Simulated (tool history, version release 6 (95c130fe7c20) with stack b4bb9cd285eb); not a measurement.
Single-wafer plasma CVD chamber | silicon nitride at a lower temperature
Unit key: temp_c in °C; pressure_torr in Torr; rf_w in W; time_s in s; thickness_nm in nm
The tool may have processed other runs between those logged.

Run 1, hour 0.0: temp_c 355 °C, pressure_torr 1.29 Torr, rf_w 330 W, time_s 20.5 s. Result: thickness_nm 24.071 nm.
Run 2, hour 2.8: temp_c 355 °C, pressure_torr 1.14 Torr, rf_w 330 W, time_s 20.5 s. Result: thickness_nm 23.033 nm.
Run 3, hour 5.5: temp_c 355 °C, pressure_torr 1.26 Torr, rf_w 330 W, time_s 20.5 s. Result: thickness_nm 23.876 nm.
Run 4, hour 8.5: temp_c 355 °C, pressure_torr 1.14 Torr, rf_w 330 W, time_s 20.5 s. Result: thickness_nm 22.953 nm.
Run 5, hour 13.6: temp_c 355 °C, pressure_torr 1.14 Torr, rf_w 285 W, time_s 20.5 s. Result: thickness_nm 20.135 nm.
Run 6, hour 22.0: temp_c 355 °C, pressure_torr 1.29 Torr, rf_w 285 W, time_s 20.5 s. Result: thickness_nm 21.033 nm.
Run 7, hour 24.8: temp_c 355 °C, pressure_torr 1.19 Torr, rf_w 280 W, time_s 20.5 s. Result: thickness_nm 20.137 nm.

Estimate the outcome of run 8 from the log above:
Run 8, hour 27.4: temp_c 355 °C, pressure_torr 1.10 Torr, rf_w 275 W, time_s 20.5 s. Result: thickness_nm ?.

Logged for run 8: thickness_nm 19.200 nm.
